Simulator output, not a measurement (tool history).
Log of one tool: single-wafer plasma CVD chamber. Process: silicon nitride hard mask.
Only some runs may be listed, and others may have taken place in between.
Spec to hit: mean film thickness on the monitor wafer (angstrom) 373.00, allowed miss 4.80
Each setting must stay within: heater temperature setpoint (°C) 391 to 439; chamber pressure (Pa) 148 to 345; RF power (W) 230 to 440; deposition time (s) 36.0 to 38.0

run    day  heater temperature setpoint (°C)  chamber pressure (Pa)  RF power (W)  deposition time (s)  mean film thickness on the monitor wafer (angstrom)
  1  0.000                               415                    247           335                 38.0                                               452.97
  2  0.083                               411                    247           335                 38.0                                               455.92
  3  0.371                               411                    224           325                 38.0                                               436.73
  4  0.662                               411                    197           325                 38.0                                               413.61
  5  0.758                               412                    185           320                 38.0                                               398.44
  6  0.846                               414                    179           320                 38.0                                               392.79
  7  0.925                               417                    175           320                 38.0                                               388.95
  8  1.188                               419                    171           320                 38.0                                               387.48
  9  1.362                               419                    165           320                 38.0                                               381.16
 10  1.621                               420                    164           320                 38.0                                               378.12

4 candidate next runs follow, results not yet known. Just one meets every target within its allowed miss. Identify it.
  A  1.879                               426                    167           325                 38.0                                                    ?
  B  1.879                               408                    188           285                 38.0                                                    ?
  C  1.879                               422                    213           285                 38.0                                                    ?
  D  1.879                               407                    196           305                 37.4                                                    ?

move  mean film thickness on the monitor wafer (angstrom)
   A                                               386.54
   B                                               372.87
   C                                               388.98
   D                                               391.70
A: moves away from the targets compared with the last run
B: each result inside its tolerance
C: moves away from the targets compared with the last run
D: moves away from the targets compared with the last run
Move B is the one to make.
